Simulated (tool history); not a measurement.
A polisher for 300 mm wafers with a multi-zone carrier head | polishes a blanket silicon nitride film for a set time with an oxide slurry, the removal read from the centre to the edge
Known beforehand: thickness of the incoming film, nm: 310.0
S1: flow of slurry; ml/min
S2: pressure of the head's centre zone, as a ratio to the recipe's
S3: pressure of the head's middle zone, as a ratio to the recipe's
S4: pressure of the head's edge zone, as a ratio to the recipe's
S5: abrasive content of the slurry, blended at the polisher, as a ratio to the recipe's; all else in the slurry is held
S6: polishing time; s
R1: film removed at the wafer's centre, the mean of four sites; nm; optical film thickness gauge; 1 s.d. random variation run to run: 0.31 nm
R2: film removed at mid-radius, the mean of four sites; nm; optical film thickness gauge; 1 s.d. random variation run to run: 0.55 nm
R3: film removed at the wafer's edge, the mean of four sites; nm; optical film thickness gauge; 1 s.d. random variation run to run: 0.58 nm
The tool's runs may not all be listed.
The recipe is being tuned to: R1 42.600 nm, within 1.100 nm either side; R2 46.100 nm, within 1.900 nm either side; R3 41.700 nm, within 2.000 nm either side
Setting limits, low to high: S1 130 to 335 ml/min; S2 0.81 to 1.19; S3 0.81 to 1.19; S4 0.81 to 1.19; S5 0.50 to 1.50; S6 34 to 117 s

| run | hour | S1 | S2 | S3 | S4 | S5 | S6 | R1 | R2 | R3 |
|---|---|---|---|---|---|---|---|---|---|---|
| 1 | 0.0 | 215 | 1.00 | 1.00 | 1.00 | 1.00 | 75 | 72.831 | 71.407 | 69.121 |
| 2 | 2.2 | 210 | 0.97 | 1.00 | 0.95 | 0.85 | 70 | 60.237 | 61.606 | 60.966 |
| 3 | 6.7 | 210 | 1.04 | 1.00 | 0.95 | 0.85 | 70 | 65.097 | 61.401 | 59.955 |
| 4 | 11.1 | 220 | 1.03 | 1.04 | 0.92 | 0.75 | 64 | 56.280 | 56.918 | 51.887 |
| 5 | 17.6 | 220 | 1.03 | 1.04 | 0.92 | 0.90 | 64 | 61.264 | 61.183 | 55.572 |
| 6 | 23.1 | 235 | 1.02 | 1.04 | 0.91 | 0.75 | 61 | 53.756 | 53.265 | 48.861 |
| 7 | 24.9 | 235 | 1.02 | 1.04 | 0.91 | 0.75 | 61 | 54.069 | 54.009 | 50.354 |
| 8 | 30.7 | 230 | 1.01 | 1.05 | 0.89 | 0.65 | 60 | 49.525 | 50.636 | 45.925 |
| 9 | 31.3 | 225 | 0.99 | 1.05 | 0.87 | 0.60 | 60 | 46.076 | 47.881 | 44.257 |
| 10 | 35.5 | 210 | 0.98 | 1.06 | 0.85 | 0.60 | 60 | 45.647 | 46.563 | 43.616 |
| 11 | 38.7 | 210 | 0.98 | 1.06 | 0.85 | 0.60 | 60 | 46.040 | 47.968 | 42.140 |
| 12 | 42.1 | 205 | 0.96 | 1.05 | 0.85 | 0.60 | 60 | 44.785 | 46.975 | 42.665 |
| 13 | 46.9 | 200 | 0.95 | 1.05 | 0.85 | 0.60 | 60 | 43.906 | 47.906 | 42.967 |
| 14 | 52.5 | 195 | 0.95 | 1.04 | 0.84 | 0.60 | 60 | 43.710 | 47.119 | 42.674 |

Which of these 4 next moves meets every target?
| A | 58.1 | 180 | 0.81 | 1.05 | 0.82 | 0.60 | 65 | ? | ? | ? |
| B | 58.1 | 250 | 0.96 | 1.07 | 0.88 | 0.50 | 61 | ? | ? | ? |
| C | 58.1 | 195 | 0.85 | 1.16 | 0.81 | 0.65 | 58 | ? | ? | ? |
| D | 58.1 | 195 | 1.02 | 1.01 | 0.84 | 0.50 | 62 | ? | ? | ? |

| move | R1 | R2 | R3 |
|---|---|---|---|
| A | 40.249 | 50.836 | 45.654 |
| B | 42.969 | 46.117 | 41.592 |
| C | 39.435 | 50.881 | 42.207 |
| D | 45.142 | 43.880 | 40.826 |
A: pushes the last run's worst result past its target
B: meets every target
C: pushes the last run's worst result past its target
D: further off than the last run
Correct choice: B, which meets every target
